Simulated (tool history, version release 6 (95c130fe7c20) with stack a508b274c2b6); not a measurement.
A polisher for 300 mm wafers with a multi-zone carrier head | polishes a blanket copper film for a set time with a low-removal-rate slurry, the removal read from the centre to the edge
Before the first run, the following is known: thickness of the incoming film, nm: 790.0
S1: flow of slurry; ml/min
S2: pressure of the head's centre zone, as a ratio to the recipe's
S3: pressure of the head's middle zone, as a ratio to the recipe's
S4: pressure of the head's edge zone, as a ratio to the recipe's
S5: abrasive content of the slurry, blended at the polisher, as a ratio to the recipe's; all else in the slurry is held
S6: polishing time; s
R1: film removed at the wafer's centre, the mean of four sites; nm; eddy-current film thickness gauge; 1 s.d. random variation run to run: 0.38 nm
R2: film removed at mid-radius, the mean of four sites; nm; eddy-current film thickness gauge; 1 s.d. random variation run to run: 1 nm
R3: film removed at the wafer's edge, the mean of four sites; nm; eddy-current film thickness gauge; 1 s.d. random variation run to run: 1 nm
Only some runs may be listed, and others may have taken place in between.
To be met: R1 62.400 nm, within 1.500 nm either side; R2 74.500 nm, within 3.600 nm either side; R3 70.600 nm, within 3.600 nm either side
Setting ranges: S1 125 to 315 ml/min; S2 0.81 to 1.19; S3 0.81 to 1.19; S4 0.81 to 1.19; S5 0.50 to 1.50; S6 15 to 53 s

run  hour   S1    S2    S3    S4    S5  S6      R1      R2      R3
  1   0.0  205  1.00  1.00  1.00  1.00  34  93.892  88.384  85.581
  2   4.6  205  1.00  1.00  1.06  1.00  34  94.394  87.166  89.507
  3   5.8  205  1.00  0.92  1.06  1.00  34  94.447  85.921  88.326
  4   9.8  205  0.96  0.92  1.06  1.00  34  90.892  80.992  88.418
     18.6  -- centre zone pressure recalibrated
  5  18.6  180  0.92  1.00  1.02  0.90  34  76.740  86.462  84.497
  6  19.8  175  0.90  0.96  0.98  0.85  34  74.950  81.891  83.807
  7  26.8  185  0.89  0.97  0.95  0.75  33  71.388  79.162  78.903
  8  28.0  180  0.88  0.97  0.92  0.70  33  70.284  79.388  77.170
  9  35.0  170  0.87  0.97  0.90  0.65  33  68.073  78.499  75.572
 10  35.7  165  0.86  0.97  0.89  0.60  33  67.512  78.805  71.054
 11  40.3  160  0.85  0.96  0.89  0.60  33  65.193  77.653  72.257
 12  42.8  155  0.85  0.95  0.89  0.60  33  64.650  75.336  72.607
 13  46.4  150  0.85  0.95  0.89  0.60  33  64.401  75.996  73.113
 14  53.8  145  0.85  0.95  0.88  0.60  33  64.838  74.292  72.141

5 next moves are on the table. One of them brings every result within its allowed miss. Which?
  A  61.2  170  0.92  0.98  0.81  0.60  32   ?   ?   ?
  B  61.2  185  0.82  0.98  0.86  0.50  32   ?   ?   ?
  C  61.2  125  0.94  1.04  0.97  0.50  33   ?   ?   ?
  D  61.2  140  0.88  0.95  0.85  0.50  35   ?   ?   ?
  E  61.2  170  0.96  0.95  0.83  0.50  32   ?   ?   ?

move      R1      R2      R3
   A  69.275  75.994  67.131
   B  62.244  75.622  68.358
   C  67.845  77.185  71.303
   D  69.231  77.326  72.213
   E  70.765  72.776  66.738
A: the biggest miss grows against the last run
B: in spec on every target
C: the biggest miss grows against the last run
D: the biggest miss grows against the last run
E: the biggest miss grows against the last run
So the answer is move B, the one that meets all the targets.
